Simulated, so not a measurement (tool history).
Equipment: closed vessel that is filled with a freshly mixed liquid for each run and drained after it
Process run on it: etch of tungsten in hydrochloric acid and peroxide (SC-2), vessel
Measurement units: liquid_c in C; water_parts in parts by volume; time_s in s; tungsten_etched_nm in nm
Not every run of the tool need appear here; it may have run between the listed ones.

run  hour  liquid_c  water_parts  time_s  tungsten_etched_nm
  1     0        62            6     105              142.53
  2   0.6      60.5            6     105              131.01
  3     9      60.5            8     105              102.47
  4  13.5      60.5            8     110               109.8
  5  22.3      60.5            8     105              103.64
  6  27.2      60.5            8     110               109.5
  7    31      59.5            8     110              102.77
  8  39.5        59            8     110              99.617

Estimate the outcome of run 9 from the log above:
  9  45.3      58.5            8     110                   ?

{"run 9": {"tungsten_etched_nm": 95.936}}
